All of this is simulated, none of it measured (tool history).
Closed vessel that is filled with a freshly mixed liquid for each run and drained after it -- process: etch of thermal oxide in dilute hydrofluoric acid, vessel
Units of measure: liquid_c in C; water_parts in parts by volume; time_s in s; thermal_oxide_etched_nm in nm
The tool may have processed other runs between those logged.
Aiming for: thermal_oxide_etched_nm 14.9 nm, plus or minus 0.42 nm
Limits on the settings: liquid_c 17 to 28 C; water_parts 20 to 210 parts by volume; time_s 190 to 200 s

| run | hour | liquid_c | water_parts | time_s | thermal_oxide_etched_nm |
|---|---|---|---|---|---|
| 1 | 0 | 20 | 115 | 190 | 5.8795 |
| 2 | 5.3 | 22 | 100 | 190 | 7.4865 |
| 3 | 8.6 | 22 | 75 | 190 | 10.334 |
| 4 | 13.1 | 23.5 | 70 | 190 | 11.83 |
| 5 | 19.8 | 20.5 | 70 | 190 | 10.26 |
| 6 | 23.5 | 22 | 70 | 190 | 11.091 |
|  | 29.3 | hydrofluoric acid flow meter replaced |
| 7 | 29.3 | 23.5 | 70 | 190 | 13.034 |
| 8 | 34.2 | 24 | 70 | 190 | 13.226 |

Next run, 4 choices. One meets every target within its allowed miss, the rest don't. Which?
| A | 39.1 | 23 | 65 | 190 | ? |
| B | 39.1 | 25 | 65 | 200 | ? |
| C | 39.1 | 24 | 70 | 200 | ? |
| D | 39.1 | 23.5 | 65 | 200 | ? |

| move | thermal_oxide_etched_nm |
|---|---|
| A | 13.755 |
| B | 15.706 |
| C | 13.915 |
| D | 14.778 |
A: gains on the last run, yet a result remains outside its allowed miss
B: takes the result that was furthest off past its target
C: gains on the last run, yet a result remains outside its allowed miss
D: hits every target within its allowed miss
Correct choice: D, which meets every target
